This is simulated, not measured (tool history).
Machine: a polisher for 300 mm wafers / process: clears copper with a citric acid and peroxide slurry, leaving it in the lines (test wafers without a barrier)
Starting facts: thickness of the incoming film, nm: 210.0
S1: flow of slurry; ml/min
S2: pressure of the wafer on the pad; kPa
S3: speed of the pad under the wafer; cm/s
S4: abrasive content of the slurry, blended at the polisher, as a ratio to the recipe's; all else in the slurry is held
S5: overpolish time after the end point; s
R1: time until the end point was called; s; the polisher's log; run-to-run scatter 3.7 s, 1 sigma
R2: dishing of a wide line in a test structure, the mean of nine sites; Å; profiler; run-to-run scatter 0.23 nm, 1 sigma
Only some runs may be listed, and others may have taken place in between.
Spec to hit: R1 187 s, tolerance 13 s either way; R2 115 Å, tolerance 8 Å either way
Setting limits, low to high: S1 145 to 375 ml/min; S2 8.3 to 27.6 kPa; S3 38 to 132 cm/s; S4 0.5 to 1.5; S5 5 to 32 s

run 1 day=0 | S1=240 S2=17.9 S3=84 S4=1 S5=16 | R1=146.64 R2=190.95
run 2 day=0.233 | S1=275 S2=17.9 S3=84 S4=1 S5=16 | R1=144.95 R2=196.68
run 3 day=0.492 | S1=275 S2=21.4 S3=84 S4=1 S5=16 | R1=129.74 R2=222.87
run 4 day=0.867 | S1=275 S2=22.8 S3=84 S4=1 S5=16 | R1=124.6 R2=226.77
run 5 day=0.925 | S1=275 S2=20 S3=80 S4=1 S5=14 | R1=138.8 R2=180.52
run 6 day=1.212 | S1=275 S2=17.9 S3=80 S4=1 S5=14 | R1=149.44 R2=158.46
run 7 day=1.388 | S1=275 S2=15.9 S3=78 S4=1 S5=14 | R1=162.17 R2=152
run 8 day=1.625 | S1=275 S2=15.9 S3=78 S4=1 S5=14 | R1=166.99 R2=153.45
run 9 day=1.712 | S1=275 S2=13.8 S3=78 S4=1 S5=10 | R1=180.48 R2=98.418

4 next moves are on the table. One of them brings every result within its allowed miss. Which?
run A day=1.8 | S1=280 S2=13.1 S3=80 S4=1.05 S5=9 | R1=? R2=?
run B day=1.8 | S1=275 S2=8.3 S3=120 S4=0.7 S5=12 | R1=? R2=?
run C day=1.8 | S1=300 S2=15.2 S3=60 S4=1.2 S5=14 | R1=? R2=?
run D day=1.8 | S1=260 S2=14.5 S3=72 S4=1 S5=9 | R1=? R2=?

move=A R1=182.34 R2=90.825
move=B R1=188.97 R2=115.4
move=C R1=193.87 R2=131.48
move=D R1=186.24 R2=89.042
A: misses by more than the last run did
B: meets every target
C: carries the result that was furthest off beyond its target, to the other side
D: misses by more than the last run did
The move that meets every target is B.
